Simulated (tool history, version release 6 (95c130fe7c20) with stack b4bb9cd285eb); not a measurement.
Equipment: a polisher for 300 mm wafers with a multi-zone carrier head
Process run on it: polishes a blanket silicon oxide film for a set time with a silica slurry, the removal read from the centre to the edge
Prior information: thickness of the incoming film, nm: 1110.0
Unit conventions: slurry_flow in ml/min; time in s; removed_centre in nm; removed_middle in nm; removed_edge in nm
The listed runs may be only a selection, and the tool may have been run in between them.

{"run": 1, "hour": 0.0, "slurry_flow": 290, "centre_zone": 1.0, "middle_zone": 1.0, "edge_zone": 1.0, "slurry_solids": 1.0, "time": 77, "removed_centre": 345.21, "removed_middle": 347.58, "removed_edge": 343.23}
{"run": 2, "hour": 7.4, "slurry_flow": 300, "centre_zone": 1.02, "middle_zone": 1.01, "edge_zone": 1.01, "slurry_solids": 1.0, "time": 77, "removed_centre": 350.83, "removed_middle": 352.73, "removed_edge": 350.52}
{"run": 3, "hour": 9.2, "slurry_flow": 305, "centre_zone": 1.04, "middle_zone": 1.01, "edge_zone": 1.01, "slurry_solids": 1.0, "time": 77, "removed_centre": 357.72, "removed_middle": 354.91, "removed_edge": 355.1}
{"run": 4, "hour": 12.0, "slurry_flow": 255, "centre_zone": 1.04, "middle_zone": 1.01, "edge_zone": 1.01, "slurry_solids": 1.0, "time": 77, "removed_centre": 353.41, "removed_middle": 350.9, "removed_edge": 342.67}
{"run": 5, "hour": 14.3, "slurry_flow": 265, "centre_zone": 1.06, "middle_zone": 1.01, "edge_zone": 1.01, "slurry_solids": 1.0, "time": 77, "removed_centre": 357.59, "removed_middle": 353.1, "removed_edge": 346.58}
{"run": 6, "hour": 22.3, "slurry_flow": 265, "centre_zone": 1.06, "middle_zone": 1.01, "edge_zone": 1.01, "slurry_solids": 0.8, "time": 77, "removed_centre": 333.74, "removed_middle": 326.93, "removed_edge": 316.37}

The next listed run, before its measurement:
{"run": 7, "hour": 30.5, "slurry_flow": 275, "centre_zone": 1.08, "middle_zone": 1.01, "edge_zone": 1.01, "slurry_solids": 0.8, "time": 77, "removed_centre": "?", "removed_middle": "?", "removed_edge": "?"}

removed_centre: 342.04 nm
removed_middle: 322.25 nm
removed_edge: 318.26 nm

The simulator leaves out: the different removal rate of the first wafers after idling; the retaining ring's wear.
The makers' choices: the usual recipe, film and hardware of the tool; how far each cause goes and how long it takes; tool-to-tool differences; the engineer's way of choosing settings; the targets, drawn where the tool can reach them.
